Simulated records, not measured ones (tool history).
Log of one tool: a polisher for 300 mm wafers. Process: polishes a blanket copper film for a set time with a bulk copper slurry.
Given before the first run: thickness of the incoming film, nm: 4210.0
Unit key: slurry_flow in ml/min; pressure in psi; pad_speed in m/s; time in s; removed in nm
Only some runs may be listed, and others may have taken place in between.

run,hour,slurry_flow,pressure,pad_speed,slurry_solids,time,removed
1,0,275,1.9,1.1,1,73,445.5
2,1.4,270,1.6,1.1,1,73,372.47
3,7.9,270,1.3,1.1,1,73,307.37
4,15.4,265,1.2,1.1,1,73,281.94
5,21.9,265,1.2,1.1,0.95,73,284.06
6,26.9,265,1.2,1.1,0.95,77,297.62
7,34,255,1.1,1.1,0.95,77,273.16
8,42.7,245,1.1,1.1,0.95,77,270.28

Expected results for the next run?
9,45.2,240,1.1,1.1,0.95,77,?

removed: 269.34 nm

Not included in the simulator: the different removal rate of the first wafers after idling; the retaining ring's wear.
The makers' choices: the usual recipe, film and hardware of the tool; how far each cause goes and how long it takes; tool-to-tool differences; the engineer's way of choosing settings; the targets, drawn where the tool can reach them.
